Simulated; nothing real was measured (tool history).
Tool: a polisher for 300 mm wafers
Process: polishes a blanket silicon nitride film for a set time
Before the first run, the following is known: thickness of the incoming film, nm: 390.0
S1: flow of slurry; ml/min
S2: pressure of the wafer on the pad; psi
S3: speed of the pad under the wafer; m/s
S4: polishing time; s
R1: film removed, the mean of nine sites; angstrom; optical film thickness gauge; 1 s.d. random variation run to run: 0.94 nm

Run 1, day 0.000: S1 205 ml/min, S2 3.1 psi, S3 1.42 m/s, S4 44 s. Result: R1 1016.30 angstrom.
Run 2, day 0.283: S1 210 ml/min, S2 3.3 psi, S3 1.42 m/s, S4 44 s. Result: R1 1073.20 angstrom.
Run 3, day 0.658: S1 210 ml/min, S2 3.3 psi, S3 1.42 m/s, S4 40 s. Result: R1 967.19 angstrom.
Run 4, day 0.912: S1 210 ml/min, S2 3.6 psi, S3 1.42 m/s, S4 40 s. Result: R1 1071.00 angstrom.
Run 5, day 1.142: S1 210 ml/min, S2 3.8 psi, S3 1.42 m/s, S4 40 s. Result: R1 1123.60 angstrom.
Run 6, day 1.500: S1 210 ml/min, S2 3.8 psi, S3 1.42 m/s, S4 40 s. Result: R1 1122.60 angstrom.

Expected results for the next run?
Run 7, day 1.596: S1 210 ml/min, S2 3.9 psi, S3 1.42 m/s, S4 40 s. Result: R1 ?.

R1: 1138.40 angstrom

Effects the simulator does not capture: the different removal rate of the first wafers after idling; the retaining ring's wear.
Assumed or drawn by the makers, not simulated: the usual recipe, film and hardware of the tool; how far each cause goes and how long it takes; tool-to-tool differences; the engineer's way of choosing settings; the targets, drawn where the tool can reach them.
